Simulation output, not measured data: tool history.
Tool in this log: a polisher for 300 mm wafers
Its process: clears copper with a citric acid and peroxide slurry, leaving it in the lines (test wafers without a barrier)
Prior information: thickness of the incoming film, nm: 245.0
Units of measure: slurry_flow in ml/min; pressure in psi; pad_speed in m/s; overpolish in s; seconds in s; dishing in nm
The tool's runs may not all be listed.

run	hour	slurry_flow	pressure	pad_speed	slurry_solids	overpolish	seconds	dishing
1	0	260	3.2	1.1	1	9	82.161	14.523
2	1.6	260	2.9	1.08	1	8	91.611	12.331
3	9.7	260	2.6	1.06	1	7	102.95	10.127
4	12.5	260	2.4	1.06	1	6	113.62	8.4713
5	13.4	220	2.4	1.06	1	6	114.26	8.5704
6	17.5	220	2	1.06	1	6	136.38	7.3898
7	20.4	220	1.8	1.06	1	3	147.94	3.5889

For run 8, what comes out?
8	24.7	220	1.8	1.04	1	3	?	?

Run 8 produced seconds 155.62 s, dishing 3.5548 nm.
